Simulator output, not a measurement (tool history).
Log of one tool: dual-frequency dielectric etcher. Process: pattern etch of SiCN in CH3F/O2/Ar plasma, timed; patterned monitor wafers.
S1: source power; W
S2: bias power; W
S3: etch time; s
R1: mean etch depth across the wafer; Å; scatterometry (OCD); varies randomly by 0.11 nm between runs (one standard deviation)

run,hour,S1,S2,S3,R1
1,0,500,58,53.5,207.66
2,7,480,58,53.5,204.93
3,8.8,470,58,53.5,203.81
4,11.3,470,53,53.5,199.04
5,17.5,460,53,53.5,198.43
6,25.7,450,53,53.5,195.5

Predict the results of run 7:
7,28.9,440,53,53.5,?

{"run 7": {"R1": 194.91}}
